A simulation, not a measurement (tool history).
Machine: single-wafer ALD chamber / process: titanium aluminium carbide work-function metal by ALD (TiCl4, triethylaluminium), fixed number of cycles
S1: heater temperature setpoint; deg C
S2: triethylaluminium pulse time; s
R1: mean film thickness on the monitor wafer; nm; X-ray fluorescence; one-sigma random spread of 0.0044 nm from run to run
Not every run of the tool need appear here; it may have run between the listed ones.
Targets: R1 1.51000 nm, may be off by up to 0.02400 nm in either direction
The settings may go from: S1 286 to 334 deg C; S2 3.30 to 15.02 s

run,hour,S1,S2,R1
1,0.0,310,9.16,2.14290
2,1.4,310,7.38,2.02340
3,6.0,314,7.38,2.04930
4,14.2,311,6.94,1.97970
5,19.1,303,6.94,1.90640
6,27.7,301,6.54,1.83340
7,31.9,289,3.61,0.82225
8,39.1,292,3.62,0.83702
9,43.7,296,3.63,0.86179
10,47.8,296,3.63,0.86900
11,51.0,300,3.77,0.96358
12,59.1,312,4.21,1.25460
13,66.3,313,4.21,1.26230
14,71.4,314,4.21,1.26800
15,76.7,316,4.21,1.26910
16,85.0,318,4.22,1.29580
# hour 93.2: thermocouple changed; heater temperature recalibrated
17,93.2,320,4.23,1.28480
18,100.0,332,7.16,2.16850
19,101.2,328,7.10,2.11970
20,104.4,316,4.17,1.23360
21,109.6,318,4.21,1.26550
22,116.7,318,4.21,1.26950
23,119.8,320,4.25,1.29620
24,125.1,320,4.25,1.30340
25,133.8,321,4.29,1.32620
26,139.6,322,4.32,1.33990

Of the 5 settings listed for the next run, only one would bring every result within its allowed miss of target. Which one?
A,145.4,325,4.86,?
B,145.4,324,4.79,?
C,145.4,318,4.57,?
D,145.4,319,4.74,?
E,145.4,326,5.05,?

move,R1
A,1.59610
B,1.56280
C,1.43470
D,1.50860
E,1.67070
A: takes the result that was furthest off past its target
B: takes the result that was furthest off past its target
C: closer than the last run, but not yet in spec
D: hits every target within its allowed miss
E: takes the result that was furthest off past its target
Correct choice: D, which meets every target
